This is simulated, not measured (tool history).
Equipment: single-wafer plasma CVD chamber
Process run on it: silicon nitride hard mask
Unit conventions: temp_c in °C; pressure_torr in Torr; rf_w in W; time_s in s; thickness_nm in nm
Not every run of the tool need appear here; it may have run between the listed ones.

run,hour,temp_c,pressure_torr,rf_w,time_s,thickness_nm
1,0.0,390,1.18,385,27.7,34.051
2,1.9,401,1.18,385,27.7,33.778
3,6.3,401,1.18,385,27.7,33.434
4,15.0,393,1.18,385,27.7,33.636
5,20.8,393,1.18,385,27.7,34.003
6,24.7,393,1.35,385,27.7,35.384
7,32.3,393,1.27,380,27.7,34.078
8,40.1,393,1.27,380,27.7,34.284

The next listed run, before its measurement:
9,47.7,393,1.20,375,27.7,?

thickness_nm: 33.561 nm
